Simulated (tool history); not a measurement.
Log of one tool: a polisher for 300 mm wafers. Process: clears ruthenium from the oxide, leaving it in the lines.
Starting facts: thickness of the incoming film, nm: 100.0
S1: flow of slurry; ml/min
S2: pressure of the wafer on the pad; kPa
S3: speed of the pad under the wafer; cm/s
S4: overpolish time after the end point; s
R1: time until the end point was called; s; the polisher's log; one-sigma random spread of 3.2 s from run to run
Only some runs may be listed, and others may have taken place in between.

run  hour   S1    S2   S3  S4      R1
  1     0  140  12.4  124  20  89.063
  2   3.4  135  10.3  110  20  119.94
  3   4.6  135  10.3  140  20  97.567
  4     7  130     9  122  20  127.84
  5  12.6  100     9  122  20  135.38
  6  20.2  100     9  122  20  131.74
  7  21.6  100   7.6  112  20  166.86

Run 8 is up next; what results do you expect?
  8  27.2  100  6.9  108  20   ?

Run 8 produced R1 187.91 s.
